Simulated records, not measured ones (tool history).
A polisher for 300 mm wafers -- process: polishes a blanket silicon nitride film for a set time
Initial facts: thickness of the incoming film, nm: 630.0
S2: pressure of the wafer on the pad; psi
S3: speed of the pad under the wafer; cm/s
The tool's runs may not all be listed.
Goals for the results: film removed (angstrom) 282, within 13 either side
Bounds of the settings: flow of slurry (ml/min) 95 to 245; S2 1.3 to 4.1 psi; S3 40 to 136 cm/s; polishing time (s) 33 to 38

{"run": 1, "day": 0.0, "flow of slurry (ml/min)": 155, "S2": 2.7, "S3": 88, "polishing time (s)": 38, "film removed (angstrom)": 510.04}
{"run": 2, "day": 0.142, "flow of slurry (ml/min)": 155, "S2": 2.7, "S3": 88, "polishing time (s)": 33, "film removed (angstrom)": 425.13}
{"run": 3, "day": 0.321, "flow of slurry (ml/min)": 155, "S2": 2.6, "S3": 88, "polishing time (s)": 33, "film removed (angstrom)": 423.33}
{"run": 4, "day": 0.612, "flow of slurry (ml/min)": 155, "S2": 2.5, "S3": 88, "polishing time (s)": 33, "film removed (angstrom)": 412.52}
{"run": 5, "day": 0.867, "flow of slurry (ml/min)": 155, "S2": 3, "S3": 88, "polishing time (s)": 33, "film removed (angstrom)": 471.89}
{"run": 6, "day": 1.025, "flow of slurry (ml/min)": 155, "S2": 3, "S3": 88, "polishing time (s)": 33, "film removed (angstrom)": 475.55}
{"run": 7, "day": 1.208, "flow of slurry (ml/min)": 155, "S2": 2.8, "S3": 88, "polishing time (s)": 33, "film removed (angstrom)": 444.91}
{"run": 8, "day": 1.558, "flow of slurry (ml/min)": 155, "S2": 2.6, "S3": 88, "polishing time (s)": 33, "film removed (angstrom)": 437.85}
{"run": 9, "day": 1.675, "flow of slurry (ml/min)": 155, "S2": 2.4, "S3": 86, "polishing time (s)": 33, "film removed (angstrom)": 386.36}
{"run": 10, "day": 1.746, "flow of slurry (ml/min)": 150, "S2": 1.7, "S3": 84, "polishing time (s)": 33, "film removed (angstrom)": 301.77}

Exactly one of the 4 candidate moves below puts every result within its allowed miss. Which one?
{"run": "A", "day": 1.817, "flow of slurry (ml/min)": 160, "S2": 1.6, "S3": 90, "polishing time (s)": 33, "film removed (angstrom)": "?"}
{"run": "B", "day": 1.817, "flow of slurry (ml/min)": 140, "S2": 1.5, "S3": 92, "polishing time (s)": 37, "film removed (angstrom)": "?"}
{"run": "C", "day": 1.817, "flow of slurry (ml/min)": 170, "S2": 1.4, "S3": 80, "polishing time (s)": 35, "film removed (angstrom)": "?"}
{"run": "D", "day": 1.817, "flow of slurry (ml/min)": 150, "S2": 1.6, "S3": 90, "polishing time (s)": 34, "film removed (angstrom)": "?"}

move=A film_removed_(angstrom)=315.91
move=B film_removed_(angstrom)=340.78
move=C film_removed_(angstrom)=283.7
move=D film_removed_(angstrom)=322.83
A: moves away from the targets compared with the last run
B: moves away from the targets compared with the last run
C: hits every target within its allowed miss
D: moves away from the targets compared with the last run
Answer: C

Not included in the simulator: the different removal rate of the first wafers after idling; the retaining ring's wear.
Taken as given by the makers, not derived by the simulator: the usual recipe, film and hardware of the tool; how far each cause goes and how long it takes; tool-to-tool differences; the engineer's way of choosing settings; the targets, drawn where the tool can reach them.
